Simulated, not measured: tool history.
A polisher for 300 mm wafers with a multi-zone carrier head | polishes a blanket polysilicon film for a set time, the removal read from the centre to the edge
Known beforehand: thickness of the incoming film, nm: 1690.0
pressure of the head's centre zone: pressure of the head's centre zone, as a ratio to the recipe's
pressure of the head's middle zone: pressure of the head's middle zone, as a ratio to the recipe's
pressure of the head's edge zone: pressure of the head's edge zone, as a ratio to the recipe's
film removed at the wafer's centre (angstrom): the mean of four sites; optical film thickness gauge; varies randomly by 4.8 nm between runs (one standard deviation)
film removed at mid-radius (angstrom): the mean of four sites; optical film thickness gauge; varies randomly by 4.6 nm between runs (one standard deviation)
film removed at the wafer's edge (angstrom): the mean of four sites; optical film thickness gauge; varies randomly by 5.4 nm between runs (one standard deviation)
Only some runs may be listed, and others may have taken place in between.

run  hour  flow of slurry (ml/min)  pressure of the head's centre zone  pressure of the head's middle zone  pressure of the head's edge zone  polishing time (s)  film removed at the wafer's centre (angstrom)  film removed at mid-radius (angstrom)  film removed at the wafer's edge (angstrom)
  1   0.0                      165                                1.00                                1.00                              1.00                  61                                         4706.2                                 4688.8                                       4746.9
  2   1.9                      160                                0.99                                1.00                              0.99                  61                                         4716.0                                 4699.3                                       4767.8
  3   6.2                      160                                0.97                                1.00                              0.98                  60                                         4627.6                                 4553.3                                       4608.0
  4  12.8                      160                                0.97                                0.95                              0.98                  60                                         4588.5                                 4510.9                                       4708.2
  5  17.0                      160                                0.97                                1.04                              0.98                  60                                         4599.9                                 4730.6                                       4713.6
  6  18.0                      160                                0.97                                1.04                              1.05                  60                                         4575.6                                 4723.0                                       4734.3
  7  25.0                      155                                0.96                                1.04                              1.05                  59                                         4301.9                                 4705.7                                       4744.8

Run 8 comes next. What will it give?
  8  27.8                      150                                0.96                                1.04                              1.04                  58                                              ?                                      ?                                            ?

film removed at the wafer's centre (angstrom): 4380.9
film removed at mid-radius (angstrom): 4536.1
film removed at the wafer's edge (angstrom): 4523.7

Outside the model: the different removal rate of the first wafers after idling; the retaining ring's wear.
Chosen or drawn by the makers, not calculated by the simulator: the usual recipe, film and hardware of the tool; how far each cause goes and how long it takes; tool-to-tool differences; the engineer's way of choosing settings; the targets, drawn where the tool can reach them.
